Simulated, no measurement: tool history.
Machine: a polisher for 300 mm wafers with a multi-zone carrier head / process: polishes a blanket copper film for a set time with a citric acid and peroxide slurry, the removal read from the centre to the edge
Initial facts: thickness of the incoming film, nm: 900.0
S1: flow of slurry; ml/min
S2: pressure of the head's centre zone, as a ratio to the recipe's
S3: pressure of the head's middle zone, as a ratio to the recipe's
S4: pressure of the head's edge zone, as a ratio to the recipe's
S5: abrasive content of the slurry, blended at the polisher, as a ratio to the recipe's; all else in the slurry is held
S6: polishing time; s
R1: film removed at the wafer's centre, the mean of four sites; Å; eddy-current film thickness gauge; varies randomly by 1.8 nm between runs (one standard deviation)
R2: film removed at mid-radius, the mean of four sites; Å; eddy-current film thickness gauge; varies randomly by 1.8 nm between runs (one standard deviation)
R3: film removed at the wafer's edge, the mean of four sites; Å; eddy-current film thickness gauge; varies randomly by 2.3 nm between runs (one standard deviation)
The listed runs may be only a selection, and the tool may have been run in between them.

{"run": 1, "hour": 0.0, "S1": 250, "S2": 1.0, "S3": 1.0, "S4": 1.0, "S5": 1.0, "S6": 60, "R1": 1193.1, "R2": 1196.2, "R3": 1147.2}
{"run": 2, "hour": 7.9, "S1": 210, "S2": 1.0, "S3": 1.0, "S4": 1.0, "S5": 1.0, "S6": 60, "R1": 1150.0, "R2": 1178.4, "R3": 1196.1}
{"run": 3, "hour": 16.5, "S1": 200, "S2": 1.0, "S3": 1.0, "S4": 1.01, "S5": 1.05, "S6": 61, "R1": 1183.9, "R2": 1180.6, "R3": 1208.2}
{"run": 4, "hour": 21.9, "S1": 200, "S2": 1.0, "S3": 1.0, "S4": 1.01, "S5": 0.85, "S6": 61, "R1": 1127.2, "R2": 1100.1, "R3": 1112.5}
{"run": 5, "hour": 22.9, "S1": 200, "S2": 0.95, "S3": 1.0, "S4": 1.01, "S5": 0.85, "S6": 61, "R1": 1066.6, "R2": 1130.6, "R3": 1108.9}
{"run": 6, "hour": 27.0, "S1": 195, "S2": 0.96, "S3": 1.0, "S4": 1.02, "S5": 0.95, "S6": 62, "R1": 1079.8, "R2": 1143.9, "R3": 1185.5}
{"run": 7, "hour": 34.5, "S1": 200, "S2": 0.97, "S3": 1.01, "S4": 1.03, "S5": 1.0, "S6": 62, "R1": 1139.2, "R2": 1166.9, "R3": 1199.0}
{"run": 8, "hour": 37.9, "S1": 195, "S2": 0.97, "S3": 1.01, "S4": 1.03, "S5": 1.05, "S6": 63, "R1": 1178.4, "R2": 1227.8, "R3": 1254.7}
{"run": 9, "hour": 45.4, "S1": 190, "S2": 0.97, "S3": 1.01, "S4": 1.03, "S5": 1.1, "S6": 64, "R1": 1192.7, "R2": 1238.9, "R3": 1277.6}
{"run": 10, "hour": 52.6, "S1": 185, "S2": 0.97, "S3": 1.01, "S4": 1.04, "S5": 1.15, "S6": 65, "R1": 1232.4, "R2": 1280.1, "R3": 1334.8}
{"run": 11, "hour": 54.1, "S1": 180, "S2": 0.97, "S3": 1.01, "S4": 1.05, "S5": 1.2, "S6": 65, "R1": 1248.7, "R2": 1290.3, "R3": 1363.9}

Forecast run 12:
{"run": 12, "hour": 59.2, "S1": 175, "S2": 0.97, "S3": 1.01, "S4": 1.06, "S5": 1.25, "S6": 65, "R1": "?", "R2": "?", "R3": "?"}

{"run 12": {"R1": 1244.8, "R2": 1302.4, "R3": 1370.3}}
